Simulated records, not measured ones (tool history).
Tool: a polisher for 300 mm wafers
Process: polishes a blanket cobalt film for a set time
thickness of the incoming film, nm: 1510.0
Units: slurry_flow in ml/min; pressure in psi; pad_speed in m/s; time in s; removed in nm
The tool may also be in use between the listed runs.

{"run": 1, "hour": 0.0, "slurry_flow": 195, "pressure": 2.5, "pad_speed": 1.16, "time": 38, "removed": 300.03}
{"run": 2, "hour": 0.7, "slurry_flow": 195, "pressure": 2.5, "pad_speed": 0.92, "time": 38, "removed": 252.43}
{"run": 3, "hour": 2.1, "slurry_flow": 195, "pressure": 2.5, "pad_speed": 0.92, "time": 38, "removed": 255.92}
{"run": 4, "hour": 9.9, "slurry_flow": 195, "pressure": 2.2, "pad_speed": 0.92, "time": 38, "removed": 225.6}
{"run": 5, "hour": 10.9, "slurry_flow": 205, "pressure": 2.5, "pad_speed": 0.92, "time": 38, "removed": 252.37}
{"hour": 13.5, "done": "slurry nozzle cleaned"}
{"run": 6, "hour": 13.5, "slurry_flow": 165, "pressure": 2.5, "pad_speed": 0.92, "time": 38, "removed": 266.88}

The next listed run, before its measurement:
{"run": 7, "hour": 15.0, "slurry_flow": 155, "pressure": 2.7, "pad_speed": 0.92, "time": 38, "removed": "?"}

removed: 285.82 nm
